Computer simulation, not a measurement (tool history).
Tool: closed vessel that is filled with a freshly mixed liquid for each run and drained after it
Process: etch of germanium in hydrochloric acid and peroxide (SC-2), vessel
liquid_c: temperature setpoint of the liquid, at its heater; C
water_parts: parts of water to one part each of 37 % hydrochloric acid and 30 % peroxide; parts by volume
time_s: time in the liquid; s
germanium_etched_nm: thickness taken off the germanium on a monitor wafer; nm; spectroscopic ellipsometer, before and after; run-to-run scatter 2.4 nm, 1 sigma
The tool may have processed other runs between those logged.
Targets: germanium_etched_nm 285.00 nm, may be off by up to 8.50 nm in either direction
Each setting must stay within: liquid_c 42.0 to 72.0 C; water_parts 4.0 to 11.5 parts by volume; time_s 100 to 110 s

run  hour  liquid_c  water_parts  time_s  germanium_etched_nm
  1   0.0      58.0          6.5     100               225.29
  2   7.0      58.0          6.5     110               248.26
  3  14.8      58.0          7.5     110               248.70
  4  21.3      58.0          7.5     110               242.48
  5  28.8      58.0          7.5     110               246.34
  6  31.2      59.0          7.5     110               257.34
  7  37.0      59.0          7.5     110               253.29
  8  42.1      60.0          7.5     110               261.00

Next run, 4 choices. One meets every target within its allowed miss, the rest don't. Which?
  A  47.2      65.0          9.5     105                    ?
  B  47.2      59.5          8.0     100                    ?
  C  47.2      60.0          8.5     100                    ?
  D  47.2      57.5          6.0     105                    ?

move  germanium_etched_nm
   A               282.10
   B               232.60
   C               234.88
   D               234.10
A: in spec on every target
B: lands further from the targets than the last run did
C: lands further from the targets than the last run did
D: lands further from the targets than the last run did
Correct choice: A, which meets every target
